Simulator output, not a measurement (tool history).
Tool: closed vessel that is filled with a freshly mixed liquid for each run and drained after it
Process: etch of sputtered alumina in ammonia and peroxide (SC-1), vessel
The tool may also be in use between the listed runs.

run  hour  temperature setpoint of the liquid (K)  parts of 29 % ammonia solution to one part of 30 % peroxide (parts by volume)  time in the liquid (s)  thickness taken off the sputtered alumina on a monitor wafer (angstrom)
  1     0                                  327.15                                                                            0.8                     100                                                                   87.562
  2   1.2                                  327.15                                                                           0.65                     100                                                                     85.6
  3   2.3                                  326.15                                                                           0.65                     100                                                                   81.606
  4  11.2                                  323.65                                                                           0.65                     100                                                                    70.99
  5    14                                  323.65                                                                           0.65                     100                                                                   71.041
  6  18.1                                  323.65                                                                           0.65                     100                                                                   70.586
  7    24                                  323.15                                                                           0.65                     100                                                                   68.908
  8  24.8                                  322.65                                                                           0.65                     100                                                                   66.823
  9  28.1                                  322.15                                                                           0.65                     100                                                                   65.334
 10    33                                  321.65                                                                           0.65                     100                                                                   63.021

The next listed run, before its measurement:
 11  35.8                                  317.65                                                                           0.65                     100                                                                        ?

Run 11 gave thickness taken off the sputtered alumina on a monitor wafer (angstrom) 50.402.
